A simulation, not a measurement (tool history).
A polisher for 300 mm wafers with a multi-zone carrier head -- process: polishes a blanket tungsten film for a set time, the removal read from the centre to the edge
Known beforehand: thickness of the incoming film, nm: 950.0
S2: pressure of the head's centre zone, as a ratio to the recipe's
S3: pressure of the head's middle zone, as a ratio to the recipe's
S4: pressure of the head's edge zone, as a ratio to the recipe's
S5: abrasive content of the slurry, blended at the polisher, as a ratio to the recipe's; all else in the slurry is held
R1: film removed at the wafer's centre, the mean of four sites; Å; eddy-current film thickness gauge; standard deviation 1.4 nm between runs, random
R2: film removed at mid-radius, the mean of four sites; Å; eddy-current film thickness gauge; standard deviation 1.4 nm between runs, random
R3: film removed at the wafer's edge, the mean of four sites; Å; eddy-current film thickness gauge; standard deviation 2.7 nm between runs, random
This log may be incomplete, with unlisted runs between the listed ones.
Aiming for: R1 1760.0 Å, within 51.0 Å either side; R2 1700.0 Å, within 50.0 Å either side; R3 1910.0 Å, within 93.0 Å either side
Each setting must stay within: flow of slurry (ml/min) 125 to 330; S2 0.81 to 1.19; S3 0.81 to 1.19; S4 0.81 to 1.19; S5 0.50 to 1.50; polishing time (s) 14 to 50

run 1 day=0.000 | flow_of_slurry_(ml/min)=210 S2=1.00 S3=1.00 S4=1.00 S5=1.00 polishing_time_(s)=32 | R1=1866.2 R2=1980.6 R3=2034.8
run 2 day=0.254 | flow_of_slurry_(ml/min)=210 S2=1.00 S3=1.00 S4=1.00 S5=1.15 polishing_time_(s)=32 | R1=1923.9 R2=2013.6 R3=2086.1
run 3 day=0.588 | flow_of_slurry_(ml/min)=205 S2=1.00 S3=0.98 S4=0.99 S5=1.15 polishing_time_(s)=32 | R1=1918.8 R2=1965.8 R3=2070.1
run 4 day=0.708 | flow_of_slurry_(ml/min)=205 S2=1.00 S3=1.01 S4=0.99 S5=1.15 polishing_time_(s)=32 | R1=1894.8 R2=1997.7 R3=2069.8
-- day=1.012 edge zone pressure recalibrated
run 5 day=1.012 | flow_of_slurry_(ml/min)=195 S2=1.00 S3=0.99 S4=0.99 S5=1.15 polishing_time_(s)=32 | R1=1895.8 R2=1962.0 R3=1909.1
run 6 day=1.362 | flow_of_slurry_(ml/min)=195 S2=1.06 S3=0.99 S4=0.99 S5=1.15 polishing_time_(s)=32 | R1=1978.2 R2=1959.8 R3=1983.2
run 7 day=1.438 | flow_of_slurry_(ml/min)=195 S2=1.06 S3=0.99 S4=0.99 S5=1.15 polishing_time_(s)=32 | R1=2010.7 R2=1957.1 R3=1969.3
run 8 day=1.708 | flow_of_slurry_(ml/min)=190 S2=1.05 S3=0.97 S4=1.00 S5=1.15 polishing_time_(s)=32 | R1=1968.7 R2=1943.0 R3=1945.8
run 9 day=1.862 | flow_of_slurry_(ml/min)=195 S2=1.04 S3=0.95 S4=1.00 S5=1.10 polishing_time_(s)=32 | R1=1973.6 R2=1882.6 R3=1898.0
run 10 day=2.079 | flow_of_slurry_(ml/min)=200 S2=1.02 S3=0.94 S4=1.01 S5=1.10 polishing_time_(s)=32 | R1=1911.3 R2=1881.3 R3=1987.1

Exercise: of the 4 proposed moves below, exactly one satisfies all targets within the stated allowed misses. Which move is it?
run A day=2.296 | flow_of_slurry_(ml/min)=150 S2=0.98 S3=1.13 S4=0.93 S5=1.25 polishing_time_(s)=30 | R1=? R2=? R3=?
run B day=2.296 | flow_of_slurry_(ml/min)=330 S2=0.96 S3=0.88 S4=1.04 S5=1.00 polishing_time_(s)=30 | R1=? R2=? R3=?
run C day=2.296 | flow_of_slurry_(ml/min)=300 S2=0.93 S3=1.03 S4=1.06 S5=0.90 polishing_time_(s)=30 | R1=? R2=? R3=?
run D day=2.296 | flow_of_slurry_(ml/min)=170 S2=1.06 S3=0.99 S4=0.96 S5=1.10 polishing_time_(s)=34 | R1=? R2=? R3=?

move=A R1=1699.9 R2=1992.1 R3=1745.0
move=B R1=1777.1 R2=1704.5 R3=1902.4
move=C R1=1672.4 R2=1889.7 R3=1866.0
move=D R1=2077.9 R2=2006.1 R3=1989.5
A: lands further from the targets than the last run did
B: hits every target within its allowed miss
C: about as far from the targets as the last run
D: lands further from the targets than the last run did
Answer: B

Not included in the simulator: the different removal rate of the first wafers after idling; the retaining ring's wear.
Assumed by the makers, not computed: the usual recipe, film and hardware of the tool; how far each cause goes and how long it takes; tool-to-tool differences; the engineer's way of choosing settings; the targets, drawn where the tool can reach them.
